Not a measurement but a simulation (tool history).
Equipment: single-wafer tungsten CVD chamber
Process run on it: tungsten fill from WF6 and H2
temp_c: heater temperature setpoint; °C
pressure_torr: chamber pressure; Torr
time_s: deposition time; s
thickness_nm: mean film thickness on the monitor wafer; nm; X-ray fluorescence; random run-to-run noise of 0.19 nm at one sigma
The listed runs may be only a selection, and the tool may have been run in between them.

run    day  temp_c  pressure_torr  time_s  thickness_nm
  1      0     370             45    29.2        58.235
  2  0.171     370             45    29.2         58.67
  3  0.504     369             45    29.2         57.06
  4  0.612     359             45    29.2        44.416
  5  0.746     360             45    29.2        45.742
  6      1     360             48    29.2        46.685

What will run 7 give?
  7  1.179     361             48    29.2             ?

Logged for run 7: thickness_nm 48.138 nm.

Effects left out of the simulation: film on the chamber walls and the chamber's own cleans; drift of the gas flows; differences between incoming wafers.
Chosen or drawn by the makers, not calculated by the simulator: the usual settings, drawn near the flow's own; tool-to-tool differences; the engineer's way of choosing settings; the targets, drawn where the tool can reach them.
